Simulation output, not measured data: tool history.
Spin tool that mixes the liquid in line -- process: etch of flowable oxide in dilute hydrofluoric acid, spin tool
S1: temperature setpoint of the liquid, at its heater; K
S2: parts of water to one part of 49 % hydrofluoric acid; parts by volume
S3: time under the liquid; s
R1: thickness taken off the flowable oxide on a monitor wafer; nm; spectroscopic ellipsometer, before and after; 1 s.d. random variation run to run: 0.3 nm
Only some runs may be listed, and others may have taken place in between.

run 1 hour=0 | S1=297.15 S2=290 S3=165 | R1=22.705
run 2 hour=5.2 | S1=297.15 S2=290 S3=165 | R1=22.723
run 3 hour=7.3 | S1=297.15 S2=290 S3=180 | R1=24.485
run 4 hour=8.9 | S1=299.65 S2=290 S3=180 | R1=26.556
run 5 hour=17.6 | S1=299.65 S2=290 S3=180 | R1=26.798
run 6 hour=23.8 | S1=297.65 S2=290 S3=180 | R1=25.146
run 7 hour=24.5 | S1=301.65 S2=175 S3=180 | R1=54.287

Run 8, settings as shown, results not yet in. Your forecast:
run 8 hour=27.1 | S1=301.15 S2=175 S3=180 | R1=?

R1: 53.264 nm
